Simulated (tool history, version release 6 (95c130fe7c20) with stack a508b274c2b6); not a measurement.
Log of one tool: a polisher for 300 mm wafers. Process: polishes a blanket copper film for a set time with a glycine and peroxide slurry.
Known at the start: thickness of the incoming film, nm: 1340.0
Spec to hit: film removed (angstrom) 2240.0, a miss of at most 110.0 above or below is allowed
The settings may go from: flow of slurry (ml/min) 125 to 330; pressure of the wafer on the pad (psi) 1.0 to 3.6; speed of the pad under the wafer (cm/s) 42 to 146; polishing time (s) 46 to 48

run  hour  flow of slurry (ml/min)  pressure of the wafer on the pad (psi)  speed of the pad under the wafer (cm/s)  polishing time (s)  film removed (angstrom)
  1   0.0                      210                                     2.3                                       94                  46                   1789.5
  2   4.4                      210                                     1.9                                       94                  46                   1553.4
  3  13.1                      210                                     2.0                                       94                  46                   1601.8
  4  18.3                      210                                     2.0                                       72                  46                   1324.2
  5  20.4                      210                                     2.1                                       72                  46                   1381.6
  6  24.3                      210                                     2.1                                       72                  48                   1441.6
  7  27.9                      210                                     2.2                                       72                  48                   1460.4
  8  34.7                      210                                     2.2                                       72                  48                   1501.3
  9  37.6                      210                                     2.3                                       72                  48                   1478.3
 10  41.6                      210                                     2.4                                       74                  48                   1618.4
 11  45.7                      210                                     2.5                                       74                  48                   1692.4
 12  47.5                      210                                     2.6                                       74                  48                   1730.0
 13  48.8                      210                                     2.7                                       74                  48                   1786.3
 14  52.8                      210                                     2.8                                       74                  48                   1872.1
 15  61.2                      210                                     3.1                                       76                  48                   1966.7

Next run, 4 choices. One meets every target within its allowed miss, the rest don't. Which?
  A  69.6                      180                                     3.3                                       82                  48                        ?
  B  69.6                      210                                     3.1                                       66                  46                        ?
  C  69.6                      230                                     3.0                                       70                  46                        ?
  D  69.6                      190                                     3.2                                       74                  46                        ?

move  film removed (angstrom)
   A                   2199.3
   B                   1726.4
   C                   1783.2
   D                   1908.4
A: all results land within tolerance of their targets
B: moves away from the targets compared with the last run
C: moves away from the targets compared with the last run
D: moves away from the targets compared with the last run
Correct choice: A, which meets every target
